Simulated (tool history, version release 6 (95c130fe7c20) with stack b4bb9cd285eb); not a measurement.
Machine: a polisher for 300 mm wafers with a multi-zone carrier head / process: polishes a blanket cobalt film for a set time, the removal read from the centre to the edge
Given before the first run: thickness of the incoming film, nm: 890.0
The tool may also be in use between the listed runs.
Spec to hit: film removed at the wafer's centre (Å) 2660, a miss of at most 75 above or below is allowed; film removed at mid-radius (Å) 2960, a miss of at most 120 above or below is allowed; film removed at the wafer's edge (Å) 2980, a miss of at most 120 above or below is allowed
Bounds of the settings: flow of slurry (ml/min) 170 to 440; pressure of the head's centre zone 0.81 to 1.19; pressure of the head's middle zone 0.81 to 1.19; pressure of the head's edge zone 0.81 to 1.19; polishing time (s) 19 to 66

run	hour	flow of slurry (ml/min)	pressure of the head's centre zone	pressure of the head's middle zone	pressure of the head's edge zone	polishing time (s)	film removed at the wafer's centre (Å)	film removed at mid-radius (Å)	film removed at the wafer's edge (Å)
1	0	280	1	1	1	42	1942.8	1921.3	1936.1
2	2.6	280	1.05	1	1	42	2069.9	1918.5	1981
3	4.4	275	1.04	1.02	1.03	45	2207.1	2101.5	2108.7
4	12.2	275	1.04	0.96	1.03	45	2210.3	2014	2094.3
5	19	275	1.12	0.96	1.03	45	2364.3	2028	2126.2
6	21.4	275	1.12	0.96	1.11	45	2389.3	1989.5	2191.1
7	24.9	280	1.08	0.99	1.13	48	2440.8	2225.6	2360.1
8	33.6	285	1.05	1	1.14	50	2453.3	2273.9	2563.5
9	34.7	290	1.04	1.04	1.14	51	2506.2	2390.1	2574.2
10	35.8	290	1.02	1.07	1.14	52	2492.1	2559.3	2607.8
11	38.3	295	1.01	1.08	1.15	53	2553.3	2608.2	2676
12	41.4	300	1	1.09	1.16	54	2572.8	2653.3	2717.9
13	49.1	295	0.99	1.1	1.16	55	2585	2713.3	2744.3

4 candidate next runs follow, results not yet known. Just one meets every target within its allowed miss. Identify it.
A	56.8	205	0.88	0.91	1.19	64	?	?	?
B	56.8	240	0.92	0.99	1.19	66	?	?	?
C	56.8	290	0.93	0.99	1.16	65	?	?	?
D	56.8	335	0.95	1.11	1.16	58	?	?	?

move	film removed at the wafer's centre (Å)	film removed at mid-radius (Å)	film removed at the wafer's edge (Å)
A	2525.6	2625.4	3165.6
B	2778.6	2955.8	3304.1
C	2823.4	2965.3	3256.4
D	2611.5	2952.4	2928.7
A: further off than the last run
B: brings the last run's worst result on target, with another outside its allowed miss
C: brings the last run's worst result on target, with another outside its allowed miss
D: each result inside its tolerance
The right move is D.
